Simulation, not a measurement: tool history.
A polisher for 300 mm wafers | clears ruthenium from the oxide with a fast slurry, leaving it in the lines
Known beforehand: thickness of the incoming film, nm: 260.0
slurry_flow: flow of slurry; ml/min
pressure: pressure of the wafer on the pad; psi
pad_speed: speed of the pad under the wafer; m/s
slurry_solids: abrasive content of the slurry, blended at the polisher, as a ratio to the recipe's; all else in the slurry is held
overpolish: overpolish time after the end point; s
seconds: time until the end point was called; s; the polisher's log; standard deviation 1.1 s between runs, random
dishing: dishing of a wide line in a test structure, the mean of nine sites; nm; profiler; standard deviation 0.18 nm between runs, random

run 1 hour=0 | slurry_flow=175 pressure=3.2 pad_speed=0.82 slurry_solids=1 overpolish=10 | seconds=64.67 dishing=26.257
run 2 hour=3.5 | slurry_flow=175 pressure=4 pad_speed=0.82 slurry_solids=1 overpolish=10 | seconds=52.523 dishing=30.149
run 3 hour=11.7 | slurry_flow=175 pressure=3.9 pad_speed=0.82 slurry_solids=1 overpolish=9 | seconds=52.635 dishing=27.727
run 4 hour=14 | slurry_flow=175 pressure=3.8 pad_speed=0.82 slurry_solids=1 overpolish=8 | seconds=54.193 dishing=25.809
run 5 hour=16.8 | slurry_flow=135 pressure=3.8 pad_speed=0.82 slurry_solids=1 overpolish=8 | seconds=57.989 dishing=24.052
run 6 hour=21.2 | slurry_flow=135 pressure=3.8 pad_speed=0.62 slurry_solids=1 overpolish=8 | seconds=76.427 dishing=20.253
run 7 hour=21.8 | slurry_flow=135 pressure=3.9 pad_speed=0.62 slurry_solids=1 overpolish=7 | seconds=72.912 dishing=18.596
run 8 hour=24.7 | slurry_flow=140 pressure=4 pad_speed=0.62 slurry_solids=1 overpolish=7 | seconds=69.81 dishing=19.197
run 9 hour=28.7 | slurry_flow=160 pressure=4.5 pad_speed=0.64 slurry_solids=1 overpolish=3 | seconds=59.512 dishing=11.456

What will run 10 give?
run 10 hour=30.5 | slurry_flow=155 pressure=4.3 pad_speed=0.68 slurry_solids=1 overpolish=3 | seconds=? dishing=?

seconds: 58.988 s
dishing: 11.201 nm
